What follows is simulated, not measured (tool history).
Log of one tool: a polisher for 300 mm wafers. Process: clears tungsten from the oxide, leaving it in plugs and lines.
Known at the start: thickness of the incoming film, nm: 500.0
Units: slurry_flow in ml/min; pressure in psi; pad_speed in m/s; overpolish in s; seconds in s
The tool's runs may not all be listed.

run 1 day=0 | slurry_flow=140 pressure=4.6 pad_speed=0.84 slurry_solids=1 overpolish=6 | seconds=137.43
run 2 day=0.188 | slurry_flow=110 pressure=4.6 pad_speed=0.84 slurry_solids=1 overpolish=6 | seconds=137.25
run 3 day=0.546 | slurry_flow=110 pressure=5 pad_speed=0.84 slurry_solids=1 overpolish=6 | seconds=124.51
run 4 day=0.667 | slurry_flow=110 pressure=5.3 pad_speed=0.84 slurry_solids=1 overpolish=6 | seconds=119.43
run 5 day=0.808 | slurry_flow=110 pressure=5.6 pad_speed=0.84 slurry_solids=1 overpolish=6 | seconds=116.41
run 6 day=0.917 | slurry_flow=95 pressure=5.6 pad_speed=0.84 slurry_solids=1 overpolish=6 | seconds=115.41
run 7 day=0.954 | slurry_flow=95 pressure=5.9 pad_speed=0.84 slurry_solids=1 overpolish=6 | seconds=106.9
run 8 day=1.208 | slurry_flow=95 pressure=6 pad_speed=0.84 slurry_solids=1 overpolish=6 | seconds=107.15

Run 9 comes next. What will it give?
run 9 day=1.321 | slurry_flow=95 pressure=6.2 pad_speed=0.84 slurry_solids=1 overpolish=6 | seconds=?

Run 9 gave seconds 104.58 s.
